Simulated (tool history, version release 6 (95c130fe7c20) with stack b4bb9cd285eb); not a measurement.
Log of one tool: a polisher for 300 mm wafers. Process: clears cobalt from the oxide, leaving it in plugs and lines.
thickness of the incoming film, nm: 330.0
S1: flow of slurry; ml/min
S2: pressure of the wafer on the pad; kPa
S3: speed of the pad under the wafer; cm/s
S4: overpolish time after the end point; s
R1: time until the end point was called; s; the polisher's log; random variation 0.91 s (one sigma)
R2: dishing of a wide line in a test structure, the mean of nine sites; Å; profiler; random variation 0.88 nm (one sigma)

run 1 hour=0.0 | S1=285 S2=9.7 S3=120 S4=23 | R1=107.130 R2=559.64
run 2 hour=6.4 | S1=285 S2=11.0 S3=122 S4=19 | R1=92.720 R2=519.24
run 3 hour=10.2 | S1=285 S2=11.0 S3=122 S4=22 | R1=91.480 R2=603.35
run 4 hour=18.3 | S1=285 S2=13.8 S3=122 S4=22 | R1=74.203 R2=676.15
run 5 hour=22.3 | S1=285 S2=13.8 S3=124 S4=19 | R1=72.662 R2=616.38
-- hour=23.8 head pressure recalibrated
run 6 hour=23.8 | S1=285 S2=13.8 S3=124 S4=13 | R1=67.504 R2=514.90
run 7 hour=31.9 | S1=285 S2=13.8 S3=124 S4=12 | R1=66.447 R2=491.80

The next listed run, before its measurement:
run 8 hour=33.3 | S1=285 S2=13.8 S3=124 S4=11 | R1=? R2=?

R1: 67.300 s
R2: 445.91 Å
